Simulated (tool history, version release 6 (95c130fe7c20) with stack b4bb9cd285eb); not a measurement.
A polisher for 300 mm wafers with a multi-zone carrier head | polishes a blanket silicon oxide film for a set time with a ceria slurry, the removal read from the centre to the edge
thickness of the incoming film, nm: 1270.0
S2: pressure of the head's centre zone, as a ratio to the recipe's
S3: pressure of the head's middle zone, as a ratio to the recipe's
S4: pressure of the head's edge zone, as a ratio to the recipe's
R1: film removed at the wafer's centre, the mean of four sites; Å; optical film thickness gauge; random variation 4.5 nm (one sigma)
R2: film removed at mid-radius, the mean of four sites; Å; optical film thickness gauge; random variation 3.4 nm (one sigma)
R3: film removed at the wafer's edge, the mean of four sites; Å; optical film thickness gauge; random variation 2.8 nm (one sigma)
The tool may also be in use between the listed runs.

run 1 hour=0 | flow_of_slurry_(ml/min)=295 S2=1 S3=1 S4=1 polishing_time_(s)=78 | R1=4238.7 R2=4108.6 R3=4072.4
run 2 hour=9 | flow_of_slurry_(ml/min)=295 S2=1 S3=1 S4=0.95 polishing_time_(s)=78 | R1=4239.2 R2=4079 R3=3907.7
run 3 hour=16.6 | flow_of_slurry_(ml/min)=295 S2=0.93 S3=1 S4=0.95 polishing_time_(s)=78 | R1=3946.2 R2=4056.3 R3=3920.3
run 4 hour=20.8 | flow_of_slurry_(ml/min)=295 S2=0.87 S3=1 S4=0.95 polishing_time_(s)=78 | R1=3843.3 R2=4123.4 R3=3928.6
run 5 hour=22.4 | flow_of_slurry_(ml/min)=295 S2=0.87 S3=1 S4=0.94 polishing_time_(s)=77 | R1=3726.9 R2=4070.2 R3=3862.7
run 6 hour=24.8 | flow_of_slurry_(ml/min)=295 S2=0.87 S3=1 S4=0.99 polishing_time_(s)=77 | R1=3678.5 R2=4070.4 R3=3971.3
run 7 hour=28.2 | flow_of_slurry_(ml/min)=295 S2=0.87 S3=1 S4=0.97 polishing_time_(s)=76 | R1=3543.3 R2=4059.3 R3=3832.9
run 8 hour=32.9 | flow_of_slurry_(ml/min)=295 S2=0.87 S3=1 S4=0.95 polishing_time_(s)=75 | R1=3550.1 R2=3931.6 R3=3797.8
run 9 hour=37.6 | flow_of_slurry_(ml/min)=295 S2=0.88 S3=1 S4=0.93 polishing_time_(s)=74 | R1=3536.7 R2=3876.4 R3=3641.9
run 10 hour=43.8 | flow_of_slurry_(ml/min)=295 S2=0.88 S3=1 S4=0.92 polishing_time_(s)=74 | R1=3621.4 R2=3913.1 R3=3696.6
run 11 hour=44.4 | flow_of_slurry_(ml/min)=295 S2=0.88 S3=1 S4=0.91 polishing_time_(s)=73 | R1=3564.3 R2=3919.5 R3=3587.2
run 12 hour=50.9 | flow_of_slurry_(ml/min)=290 S2=0.88 S3=0.99 S4=0.9 polishing_time_(s)=73 | R1=3536.8 R2=3827.9 R3=3596.4
-- hour=58.5 centre zone pressure recalibrated
run 13 hour=58.5 | flow_of_slurry_(ml/min)=280 S2=0.92 S3=0.99 S4=0.81 polishing_time_(s)=68 | R1=3112.4 R2=3467.8 R3=3202.3

Forecast run 14:
run 14 hour=64.9 | flow_of_slurry_(ml/min)=285 S2=0.93 S3=0.99 S4=0.81 polishing_time_(s)=68 | R1=? R2=? R3=?

{"run 14": {"R1": 3198.5, "R2": 3588.4, "R3": 3186.2}}
